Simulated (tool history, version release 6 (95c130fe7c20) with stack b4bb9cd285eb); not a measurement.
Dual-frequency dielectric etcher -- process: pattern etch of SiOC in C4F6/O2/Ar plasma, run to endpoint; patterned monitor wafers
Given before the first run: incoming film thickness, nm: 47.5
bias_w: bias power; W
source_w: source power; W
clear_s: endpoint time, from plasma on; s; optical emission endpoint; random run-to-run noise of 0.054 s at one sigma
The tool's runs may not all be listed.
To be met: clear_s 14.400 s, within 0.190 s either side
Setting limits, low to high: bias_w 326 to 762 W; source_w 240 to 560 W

run,hour,bias_w,source_w,clear_s
1,0.0,544,400,15.482
2,3.8,482,400,16.309
3,6.9,441,400,16.689
4,11.4,344,400,18.425
5,14.3,344,470,17.495
6,16.6,386,470,16.871
7,25.3,421,470,16.294
8,30.6,448,470,15.912
9,32.1,470,470,15.653
10,33.5,489,470,15.348

Which of these 5 next moves meets every target?
A,34.9,519,490,?
B,34.9,579,530,?
C,34.9,554,550,?
D,34.9,401,490,?
E,34.9,549,500,?

move,clear_s
A,14.946
B,13.990
C,14.051
D,16.408
E,14.543
A: gains on the last run, yet a result remains outside its allowed miss
B: moves the result that the last run missed by most past its target, out the other side
C: moves the result that the last run missed by most past its target, out the other side
D: the biggest miss grows against the last run
E: each result inside its tolerance
The move that meets every target is E.
